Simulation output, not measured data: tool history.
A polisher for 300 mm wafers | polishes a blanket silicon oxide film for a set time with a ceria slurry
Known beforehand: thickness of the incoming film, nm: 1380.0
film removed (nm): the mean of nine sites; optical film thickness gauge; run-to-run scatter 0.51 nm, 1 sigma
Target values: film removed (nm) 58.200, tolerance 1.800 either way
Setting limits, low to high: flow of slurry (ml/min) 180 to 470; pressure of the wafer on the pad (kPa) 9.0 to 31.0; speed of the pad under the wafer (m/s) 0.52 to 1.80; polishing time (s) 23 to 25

run,hour,flow of slurry (ml/min),pressure of the wafer on the pad (kPa),speed of the pad under the wafer (m/s),polishing time (s),film removed (nm)
1,0.0,300,20.0,1.16,25,124.370
2,4.7,300,22.8,1.16,25,138.210
3,8.9,300,22.8,1.32,25,160.920
4,17.2,300,22.8,1.50,25,179.550
5,18.8,300,20.7,1.42,25,155.810
6,19.9,300,19.3,1.34,25,139.220
7,28.6,300,17.9,1.26,25,120.550
8,37.6,300,16.5,1.22,25,108.390
9,38.8,300,15.9,1.18,25,99.770
10,43.0,300,15.2,1.16,25,94.855
11,48.4,300,14.5,1.14,25,88.496
12,51.3,295,9.0,0.98,25,49.728
13,57.3,300,9.0,0.98,25,48.323
14,58.4,300,10.3,0.98,25,55.915
15,63.6,300,10.3,0.98,25,55.116
16,65.4,305,11.7,0.98,25,62.631
17,71.9,300,11.7,0.98,25,63.535

Which single option among these 4 for the next run brings every result within its allowed miss of target? Just one does.
A,78.4,300,11.7,1.10,25,?
B,78.4,290,9.7,1.08,25,?
C,78.4,285,14.5,0.94,23,?
D,78.4,350,15.2,0.82,25,?

move,film removed (nm)
A,69.922
B,57.041
C,67.376
D,68.101
A: further off than the last run
B: all results in spec
C: further off than the last run
D: further off than the last run
So the answer is move B, the one that meets all the targets.

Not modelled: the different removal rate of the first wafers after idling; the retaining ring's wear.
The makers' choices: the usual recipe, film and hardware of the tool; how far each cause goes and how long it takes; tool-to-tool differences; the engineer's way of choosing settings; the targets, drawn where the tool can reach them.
